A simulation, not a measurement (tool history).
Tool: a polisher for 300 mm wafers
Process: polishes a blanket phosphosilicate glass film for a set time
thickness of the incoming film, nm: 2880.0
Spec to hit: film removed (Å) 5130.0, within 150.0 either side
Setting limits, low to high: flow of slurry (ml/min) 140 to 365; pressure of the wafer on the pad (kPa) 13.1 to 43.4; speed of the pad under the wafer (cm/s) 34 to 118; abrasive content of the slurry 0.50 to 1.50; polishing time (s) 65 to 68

run	hour	flow of slurry (ml/min)	pressure of the wafer on the pad (kPa)	speed of the pad under the wafer (cm/s)	abrasive content of the slurry	polishing time (s)	film removed (Å)
1	0.0	235	28.3	76	1.00	65	6657.4
2	3.1	235	26.9	76	1.00	65	6278.2
3	10.3	235	25.5	76	1.00	65	6089.0
4	17.1	235	25.5	76	1.00	68	6375.2
5	19.9	235	25.5	76	1.00	65	5989.9
6	20.8	235	25.5	76	1.00	65	6026.1
7	26.6	235	24.1	76	1.00	65	5689.6
8	28.0	235	23.4	76	1.00	65	5632.2
# hour 28.7: slurry nozzle cleaned
9	28.7	235	22.8	76	1.00	65	5575.9
10	33.9	235	22.1	76	1.00	65	5407.8
11	39.7	235	21.4	76	1.00	65	5277.6

Pick the move, out of 4, that brings all results within their allowed miss; only one does.
A	45.5	230	22.1	80	1.00	65	?
B	45.5	180	14.5	100	1.15	65	?
C	45.5	250	15.9	92	1.15	68	?
D	45.5	250	20.7	74	1.05	68	?

move	film removed (Å)
A	5572.2
B	5064.0
C	5478.0
D	5425.4
A: the biggest miss grows against the last run
B: all results in spec
C: the biggest miss grows against the last run
D: the biggest miss grows against the last run
The move that meets every target is B.
